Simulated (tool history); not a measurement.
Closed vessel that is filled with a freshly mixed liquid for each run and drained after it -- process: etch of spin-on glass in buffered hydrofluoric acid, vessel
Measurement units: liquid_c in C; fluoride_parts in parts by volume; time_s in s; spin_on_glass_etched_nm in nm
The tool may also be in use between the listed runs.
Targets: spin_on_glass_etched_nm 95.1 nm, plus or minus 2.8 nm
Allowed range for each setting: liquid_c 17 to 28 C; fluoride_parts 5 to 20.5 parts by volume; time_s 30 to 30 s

run,hour,liquid_c,fluoride_parts,time_s,spin_on_glass_etched_nm
1,0,20,12.5,30,60.902
2,5.8,20,12.5,30,60.595
3,9.6,20,10,30,75.572
4,14.3,20,10,30,76.029
5,21,20,10,30,76.152
# hour 30.1: thermometer replaced
6,30.1,20,6.5,30,128.56
7,38.7,19.5,6.5,30,125.34
8,45.4,19.5,6.5,30,124.72
9,52.6,19,6.5,30,121.47
10,61.1,18,7.5,30,100.7

Next run, 4 choices. One meets every target within its allowed miss, the rest don't. Which?
A,69.6,17,6.5,30,?
B,69.6,17,8,30,?
C,69.6,18,8.5,30,?
D,69.6,17,7.5,30,?

move,spin_on_glass_etched_nm
A,107.52
B,87.251
C,86.48
D,93.566
A: its largest miss is bigger than the last run's
B: pushes the last run's worst result past its target
C: pushes the last run's worst result past its target
D: every result within its allowed miss
Move D is the one to make.
